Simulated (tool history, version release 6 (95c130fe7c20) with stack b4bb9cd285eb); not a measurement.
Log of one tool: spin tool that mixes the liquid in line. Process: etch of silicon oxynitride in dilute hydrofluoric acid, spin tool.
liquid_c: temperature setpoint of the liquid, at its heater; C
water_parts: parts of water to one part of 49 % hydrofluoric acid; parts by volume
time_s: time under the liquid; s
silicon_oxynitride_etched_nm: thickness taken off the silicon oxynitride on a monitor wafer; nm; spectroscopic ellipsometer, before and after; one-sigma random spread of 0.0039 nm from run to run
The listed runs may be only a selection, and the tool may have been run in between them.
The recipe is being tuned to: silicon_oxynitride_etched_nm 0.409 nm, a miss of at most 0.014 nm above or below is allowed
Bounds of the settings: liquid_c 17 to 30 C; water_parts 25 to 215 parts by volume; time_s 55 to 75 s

{"run": 1, "day": 0.0, "liquid_c": 22, "water_parts": 120, "time_s": 75, "silicon_oxynitride_etched_nm": 1.0571}
{"run": 2, "day": 0.288, "liquid_c": 22, "water_parts": 100, "time_s": 75, "silicon_oxynitride_etched_nm": 1.2873}
{"run": 3, "day": 0.5, "liquid_c": 22, "water_parts": 55, "time_s": 75, "silicon_oxynitride_etched_nm": 2.4018}
{"run": 4, "day": 0.75, "liquid_c": 21, "water_parts": 85, "time_s": 75, "silicon_oxynitride_etched_nm": 1.4827}
{"run": 5, "day": 0.867, "liquid_c": 24, "water_parts": 85, "time_s": 75, "silicon_oxynitride_etched_nm": 1.6457}
{"run": 6, "day": 1.092, "liquid_c": 22.5, "water_parts": 85, "time_s": 75, "silicon_oxynitride_etched_nm": 1.5421}
{"run": 7, "day": 1.283, "liquid_c": 21.5, "water_parts": 110, "time_s": 75, "silicon_oxynitride_etched_nm": 1.1334}
{"run": 8, "day": 1.458, "liquid_c": 17.5, "water_parts": 160, "time_s": 70, "silicon_oxynitride_etched_nm": 0.57229}
{"run": 9, "day": 1.662, "liquid_c": 17.5, "water_parts": 170, "time_s": 70, "silicon_oxynitride_etched_nm": 0.54502}
{"run": 10, "day": 1.983, "liquid_c": 17.5, "water_parts": 180, "time_s": 70, "silicon_oxynitride_etched_nm": 0.50993}
{"run": 11, "day": 2.342, "liquid_c": 17.5, "water_parts": 185, "time_s": 70, "silicon_oxynitride_etched_nm": 0.49433}
{"run": 12, "day": 2.421, "liquid_c": 17.5, "water_parts": 190, "time_s": 70, "silicon_oxynitride_etched_nm": 0.47473}
{"run": 13, "day": 2.6, "liquid_c": 17.5, "water_parts": 195, "time_s": 70, "silicon_oxynitride_etched_nm": 0.46402}
{"run": 14, "day": 2.762, "liquid_c": 17.5, "water_parts": 200, "time_s": 70, "silicon_oxynitride_etched_nm": 0.44654}
{"run": 15, "day": 3.046, "liquid_c": 17, "water_parts": 205, "time_s": 70, "silicon_oxynitride_etched_nm": 0.42454}

4 next moves are on the table. One of them brings every result within its allowed miss. Which?
{"run": "A", "day": 3.329, "liquid_c": 17.5, "water_parts": 215, "time_s": 70, "silicon_oxynitride_etched_nm": "?"}
{"run": "B", "day": 3.329, "liquid_c": 17.5, "water_parts": 205, "time_s": 70, "silicon_oxynitride_etched_nm": "?"}
{"run": "C", "day": 3.329, "liquid_c": 17, "water_parts": 205, "time_s": 75, "silicon_oxynitride_etched_nm": "?"}
{"run": "D", "day": 3.329, "liquid_c": 17, "water_parts": 195, "time_s": 70, "silicon_oxynitride_etched_nm": "?"}

move=A silicon_oxynitride_etched_nm=0.41291
move=B silicon_oxynitride_etched_nm=0.43564
move=C silicon_oxynitride_etched_nm=0.45576
move=D silicon_oxynitride_etched_nm=0.44983
A: each result inside its tolerance
B: its largest miss is bigger than the last run's
C: its largest miss is bigger than the last run's
D: its largest miss is bigger than the last run's
The right move is A.
